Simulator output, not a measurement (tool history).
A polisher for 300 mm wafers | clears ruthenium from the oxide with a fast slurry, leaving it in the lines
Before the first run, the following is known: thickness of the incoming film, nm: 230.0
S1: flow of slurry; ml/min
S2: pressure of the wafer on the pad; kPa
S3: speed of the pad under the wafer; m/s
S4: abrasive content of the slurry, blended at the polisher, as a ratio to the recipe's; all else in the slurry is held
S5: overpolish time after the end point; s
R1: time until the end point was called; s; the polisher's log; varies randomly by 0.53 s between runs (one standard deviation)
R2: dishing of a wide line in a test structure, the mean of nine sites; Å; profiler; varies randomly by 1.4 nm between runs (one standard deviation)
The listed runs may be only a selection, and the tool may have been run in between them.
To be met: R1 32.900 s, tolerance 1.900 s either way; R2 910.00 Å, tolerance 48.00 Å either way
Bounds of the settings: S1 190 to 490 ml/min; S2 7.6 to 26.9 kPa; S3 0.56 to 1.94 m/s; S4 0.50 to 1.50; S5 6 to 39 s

| run | hour | S1 | S2 | S3 | S4 | S5 | R1 | R2 |
|---|---|---|---|---|---|---|---|---|
| 1 | 0.0 | 315 | 17.2 | 1.24 | 1.00 | 20 | 62.422 | 574.94 |
| 2 | 8.2 | 315 | 17.2 | 1.24 | 0.85 | 20 | 67.501 | 535.46 |
| 3 | 9.5 | 315 | 18.6 | 1.26 | 0.85 | 20 | 64.065 | 572.12 |
| 4 | 14.3 | 315 | 19.3 | 1.32 | 0.85 | 20 | 57.154 | 604.30 |
| 5 | 17.2 | 315 | 19.3 | 1.16 | 0.85 | 20 | 65.406 | 560.85 |
| 6 | 17.9 | 315 | 16.5 | 1.16 | 0.85 | 20 | 71.993 | 482.90 |
| 7 | 19.5 | 315 | 17.9 | 1.24 | 0.85 | 19 | 64.202 | 537.64 |
| 8 | 21.2 | 315 | 17.9 | 1.24 | 0.85 | 19 | 64.957 | 530.41 |
| 9 | 26.2 | 315 | 19.3 | 1.28 | 0.85 | 19 | 57.793 | 569.03 |
|  | 30.3 | slurry blender recalibrated |
| 10 | 30.3 | 315 | 20.0 | 1.30 | 0.85 | 19 | 47.534 | 661.82 |
| 11 | 32.7 | 315 | 20.7 | 1.30 | 0.85 | 19 | 47.624 | 658.80 |
| 12 | 39.1 | 315 | 21.4 | 1.30 | 0.85 | 19 | 46.641 | 706.67 |
| 13 | 45.5 | 315 | 22.1 | 1.30 | 0.85 | 19 | 45.389 | 697.17 |
| 14 | 48.2 | 315 | 22.1 | 1.30 | 0.85 | 19 | 46.745 | 683.90 |

Which of these 4 next moves meets every target?
| A | 50.9 | 285 | 26.2 | 1.64 | 1.00 | 15 | ? | ? |
| B | 50.9 | 300 | 22.8 | 1.18 | 0.50 | 14 | ? | ? |
| C | 50.9 | 275 | 23.4 | 1.56 | 1.05 | 20 | ? | ? |
| D | 50.9 | 325 | 23.4 | 1.32 | 0.95 | 20 | ? | ? |

| move | R1 | R2 |
|---|---|---|
| A | 29.074 | 807.24 |
| B | 63.383 | 411.68 |
| C | 32.907 | 902.72 |
| D | 39.379 | 798.34 |
A: carries the result that was furthest off beyond its target, to the other side
B: further off than the last run
C: every result lands within tolerance
D: closer than the last run, but not yet in spec
So the answer is move C, the one that meets all the targets.
